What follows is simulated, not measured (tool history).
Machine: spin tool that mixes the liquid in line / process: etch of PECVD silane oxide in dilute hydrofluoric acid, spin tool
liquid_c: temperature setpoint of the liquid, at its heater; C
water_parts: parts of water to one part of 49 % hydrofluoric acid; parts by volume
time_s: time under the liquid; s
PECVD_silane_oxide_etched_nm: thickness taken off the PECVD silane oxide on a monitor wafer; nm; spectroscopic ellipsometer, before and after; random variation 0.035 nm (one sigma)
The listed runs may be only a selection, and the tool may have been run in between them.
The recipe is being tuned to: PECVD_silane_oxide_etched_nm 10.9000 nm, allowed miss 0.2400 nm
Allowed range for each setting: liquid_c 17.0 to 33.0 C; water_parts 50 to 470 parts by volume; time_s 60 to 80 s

| run | hour | liquid_c | water_parts | time_s | PECVD_silane_oxide_etched_nm |
|---|---|---|---|---|---|
| 1 | 0.0 | 25.0 | 260 | 80 | 5.3695 |
| 2 | 1.4 | 25.0 | 260 | 80 | 5.3893 |
| 3 | 3.3 | 25.0 | 260 | 60 | 4.0257 |
| 4 | 8.1 | 27.5 | 215 | 60 | 5.5716 |
| 5 | 16.1 | 29.0 | 175 | 60 | 7.5884 |
| 6 | 18.3 | 30.0 | 160 | 60 | 8.7591 |
| 7 | 24.4 | 31.0 | 155 | 60 | 9.4354 |
| 8 | 28.1 | 31.5 | 150 | 60 | 9.9965 |

Consider the 5 candidate settings below. Which is the only one whose results all fall within their allowed miss of target?
| A | 31.8 | 31.5 | 185 | 80 | ? |
| B | 31.8 | 33.0 | 185 | 80 | ? |
| C | 31.8 | 30.0 | 175 | 80 | ? |
| D | 31.8 | 27.0 | 160 | 80 | ? |
| E | 31.8 | 30.5 | 155 | 60 | ? |

| move | PECVD_silane_oxide_etched_nm |
|---|---|
| A | 10.2910 |
| B | 10.8310 |
| C | 10.4580 |
| D | 10.4600 |
| E | 9.2499 |
A: gains on the last run, yet a result remains outside its allowed miss
B: in spec on every target
C: gains on the last run, yet a result remains outside its allowed miss
D: gains on the last run, yet a result remains outside its allowed miss
E: the biggest miss grows against the last run
Correct choice: B, which meets every target
